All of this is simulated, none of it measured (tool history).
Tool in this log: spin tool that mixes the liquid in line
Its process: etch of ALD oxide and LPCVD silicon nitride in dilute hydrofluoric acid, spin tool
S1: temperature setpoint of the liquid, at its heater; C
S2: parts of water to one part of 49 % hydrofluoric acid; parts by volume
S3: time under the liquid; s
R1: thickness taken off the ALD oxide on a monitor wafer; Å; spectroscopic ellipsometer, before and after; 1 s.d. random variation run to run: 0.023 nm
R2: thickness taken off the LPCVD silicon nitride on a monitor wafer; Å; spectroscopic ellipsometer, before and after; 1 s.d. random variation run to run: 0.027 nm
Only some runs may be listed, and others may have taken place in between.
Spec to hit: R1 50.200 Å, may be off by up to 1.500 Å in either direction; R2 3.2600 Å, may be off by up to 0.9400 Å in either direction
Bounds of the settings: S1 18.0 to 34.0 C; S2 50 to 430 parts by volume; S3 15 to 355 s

run  hour    S1   S2   S3      R1      R2
  1   0.0  26.0  240  180  71.451  4.2866
  2   2.8  26.0  295  180  54.549  3.2501
  3   4.7  26.0  295  255  77.723  4.8652
  4  11.8  26.0  295  300  90.930  5.8130
  5  13.0  25.0  305  300  84.504  5.8033
  6  20.0  25.0  305  355  99.175  7.1723
  7  26.2  24.0  315  355  92.472  6.0325
  8  32.4  22.0  410  355  60.448  4.1233
  9  39.5  21.5  415  355  58.872  3.5473
 10  42.3  21.5  415  350  57.813  3.9829
 11  45.9  21.0  415  350  56.856  3.8854

Next run, 5 choices. One meets every target within its allowed miss, the rest don't. Which?
  A  49.5  21.5  415  305   ?   ?
  B  49.5  19.5  360  295   ?   ?
  C  49.5  20.0  190  130   ?   ?
  D  49.5  20.5  365  280   ?   ?
  E  49.5  21.5  335  320   ?   ?

move      R1      R2
   A  50.597  3.5373
   B  55.131  3.4705
   C  54.747  2.9296
   D  53.241  3.4596
   E  70.493  4.5718
A: every result within its allowed miss
B: closer than the last run, but not yet in spec
C: closer than the last run, but not yet in spec
D: closer than the last run, but not yet in spec
E: further off than the last run
Answer: A

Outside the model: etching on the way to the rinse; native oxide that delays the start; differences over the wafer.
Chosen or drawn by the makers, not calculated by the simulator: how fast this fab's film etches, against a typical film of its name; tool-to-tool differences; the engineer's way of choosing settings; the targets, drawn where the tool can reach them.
